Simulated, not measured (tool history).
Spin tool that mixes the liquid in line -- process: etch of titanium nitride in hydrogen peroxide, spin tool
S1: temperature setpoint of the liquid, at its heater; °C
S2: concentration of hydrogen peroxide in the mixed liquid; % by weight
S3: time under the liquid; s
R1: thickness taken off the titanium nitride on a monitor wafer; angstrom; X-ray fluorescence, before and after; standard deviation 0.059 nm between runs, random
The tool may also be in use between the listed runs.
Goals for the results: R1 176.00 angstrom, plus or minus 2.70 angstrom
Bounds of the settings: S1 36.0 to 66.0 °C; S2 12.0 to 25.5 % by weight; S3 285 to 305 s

{"run": 1, "hour": 0.0, "S1": 52.0, "S2": 17.5, "S3": 285, "R1": 211.98}
{"run": 2, "hour": 1.6, "S1": 45.5, "S2": 17.5, "S3": 285, "R1": 130.57}
{"run": 3, "hour": 5.8, "S1": 46.5, "S2": 17.5, "S3": 285, "R1": 140.44}
{"run": 4, "hour": 9.3, "S1": 47.5, "S2": 17.5, "S3": 285, "R1": 152.15}
{"run": 5, "hour": 12.2, "S1": 48.0, "S2": 17.5, "S3": 285, "R1": 157.89}
{"run": 6, "hour": 14.6, "S1": 51.0, "S2": 17.5, "S3": 285, "R1": 195.26}
{"run": 7, "hour": 17.6, "S1": 50.5, "S2": 17.5, "S3": 285, "R1": 188.39}
{"run": 8, "hour": 25.8, "S1": 50.0, "S2": 17.5, "S3": 285, "R1": 182.74}

Next run, 4 choices. One meets every target within its allowed miss, the rest don't. Which?
{"run": "A", "hour": 34.0, "S1": 49.5, "S2": 13.0, "S3": 305, "R1": "?"}
{"run": "B", "hour": 34.0, "S1": 49.0, "S2": 17.5, "S3": 305, "R1": "?"}
{"run": "C", "hour": 34.0, "S1": 50.0, "S2": 16.5, "S3": 290, "R1": "?"}
{"run": "D", "hour": 34.0, "S1": 50.0, "S2": 15.5, "S3": 295, "R1": "?"}

move=A R1=177.14
move=B R1=181.87
move=C R1=183.61
move=D R1=184.33
A: every result lands within tolerance
B: gains on the last run, yet a result remains outside its allowed miss
C: further off than the last run
D: further off than the last run
A is the move that brings every result within its allowed miss.

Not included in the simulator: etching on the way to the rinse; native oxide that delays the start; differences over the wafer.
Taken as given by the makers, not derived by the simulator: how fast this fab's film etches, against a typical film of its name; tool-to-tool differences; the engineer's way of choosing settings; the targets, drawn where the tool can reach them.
